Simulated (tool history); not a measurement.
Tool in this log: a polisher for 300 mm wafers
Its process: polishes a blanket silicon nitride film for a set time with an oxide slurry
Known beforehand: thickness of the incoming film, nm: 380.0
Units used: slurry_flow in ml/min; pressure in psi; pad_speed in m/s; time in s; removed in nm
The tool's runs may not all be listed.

run 1 hour=0 | slurry_flow=270 pressure=3.8 pad_speed=0.84 slurry_solids=1 time=73 | removed=48.528
run 2 hour=0.5 | slurry_flow=330 pressure=3.8 pad_speed=0.84 slurry_solids=1 time=73 | removed=49.641
run 3 hour=4.3 | slurry_flow=330 pressure=3.1 pad_speed=0.84 slurry_solids=1 time=73 | removed=40.722
run 4 hour=7.8 | slurry_flow=330 pressure=3.1 pad_speed=1.04 slurry_solids=1 time=73 | removed=47.857
run 5 hour=12.7 | slurry_flow=330 pressure=2.5 pad_speed=1.04 slurry_solids=1 time=73 | removed=38.983
run 6 hour=19.4 | slurry_flow=320 pressure=2.3 pad_speed=1.04 slurry_solids=1 time=73 | removed=35.8
run 7 hour=28.4 | slurry_flow=300 pressure=2.2 pad_speed=1.04 slurry_solids=1 time=73 | removed=34.941
run 8 hour=29.7 | slurry_flow=295 pressure=2.1 pad_speed=1.04 slurry_solids=1 time=73 | removed=33.091
run 9 hour=38.5 | slurry_flow=285 pressure=2.1 pad_speed=1.04 slurry_solids=1 time=73 | removed=33.179
run 10 hour=45.5 | slurry_flow=285 pressure=1.8 pad_speed=1.04 slurry_solids=1 time=73 | removed=28.018

The next listed run, before its measurement:
run 11 hour=50.4 | slurry_flow=305 pressure=1.8 pad_speed=1.04 slurry_solids=1 time=73 | removed=?

Run 11 came out at removed 28.345 nm.
